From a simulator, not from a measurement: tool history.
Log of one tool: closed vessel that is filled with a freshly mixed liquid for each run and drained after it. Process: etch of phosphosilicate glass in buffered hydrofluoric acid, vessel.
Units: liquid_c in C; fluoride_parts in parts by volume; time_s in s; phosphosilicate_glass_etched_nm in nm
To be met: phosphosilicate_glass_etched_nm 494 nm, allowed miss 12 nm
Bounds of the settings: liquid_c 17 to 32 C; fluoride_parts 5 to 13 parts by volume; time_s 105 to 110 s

run	hour	liquid_c	fluoride_parts	time_s	phosphosilicate_glass_etched_nm
1	0	24	8	105	413.16
2	1.8	24.5	8	105	426.01
3	5.8	24.5	9	105	372
4	12	24.5	9	110	395.12
5	21.2	25.5	9	110	413.54
6	27.1	26.5	9	110	434.07
7	36.3	27	9	110	447.31
8	37.2	27.5	9	110	455.93
9	38.5	28	9	110	476.61

Which of these 5 next moves meets every target?
A	39.8	29	10	110	?
B	39.8	28	9.5	110	?
C	39.8	28.5	8.5	105	?
D	39.8	30	10.5	105	?
E	39.8	31	11.5	105	?

move	phosphosilicate_glass_etched_nm
A	466.37
B	456.82
C	492.84
D	447.49
E	431.57
A: further off than the last run
B: further off than the last run
C: meets every target
D: further off than the last run
E: further off than the last run
Answer: C
